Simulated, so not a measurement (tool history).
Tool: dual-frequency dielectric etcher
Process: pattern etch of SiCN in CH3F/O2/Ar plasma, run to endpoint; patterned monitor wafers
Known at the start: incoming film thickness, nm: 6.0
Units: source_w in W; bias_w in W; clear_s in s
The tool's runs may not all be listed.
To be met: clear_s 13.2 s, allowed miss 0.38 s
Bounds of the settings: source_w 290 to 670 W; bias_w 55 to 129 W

run	hour	source_w	bias_w	clear_s
1	0	480	92	15.029
2	8.3	520	95	14.442
3	14.4	450	95	15.341
4	18.6	490	98	14.59
5	22.9	450	98	15.323
6	30.1	490	101	14.312
7	36.9	510	102	14.164
8	45.5	590	111	12.685

Which of these 5 next moves meets every target?
A	54.1	530	115	?
B	54.1	610	129	?
C	54.1	600	129	?
D	54.1	510	103	?
E	54.1	500	108	?

move	clear_s
A	13.148
B	11.744
C	11.833
D	14.017
E	13.876
A: meets every target
B: further off than the last run
C: further off than the last run
D: takes the result that was furthest off past its target
E: takes the result that was furthest off past its target
Answer: A
